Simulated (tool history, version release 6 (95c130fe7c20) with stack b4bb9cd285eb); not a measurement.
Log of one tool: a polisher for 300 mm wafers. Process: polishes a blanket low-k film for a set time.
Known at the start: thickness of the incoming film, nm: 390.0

| run | hour | flow of slurry (ml/min) | pressure of the wafer on the pad (kPa) | speed of the pad under the wafer (cm/s) | abrasive content of the slurry | polishing time (s) | film removed (nm) |
|---|---|---|---|---|---|---|---|
| 1 | 0.0 | 225 | 15.9 | 112 | 1.0 | 98 | 44.298 |
| 2 | 4.0 | 265 | 15.9 | 112 | 1.0 | 98 | 45.284 |
| 3 | 5.1 | 265 | 15.2 | 112 | 1.0 | 98 | 43.428 |
| 4 | 7.8 | 265 | 14.5 | 112 | 1.0 | 98 | 41.051 |
| 5 | 9.0 | 265 | 13.8 | 112 | 1.0 | 98 | 39.711 |
| 6 | 10.9 | 265 | 13.1 | 112 | 1.0 | 98 | 36.693 |
| 7 | 18.6 | 265 | 12.4 | 112 | 1.0 | 98 | 35.388 |

Run 8 comes next. What will it give?
| 8 | 27.2 | 265 | 11.7 | 112 | 1.0 | 98 | ? |

film removed (nm): 33.899
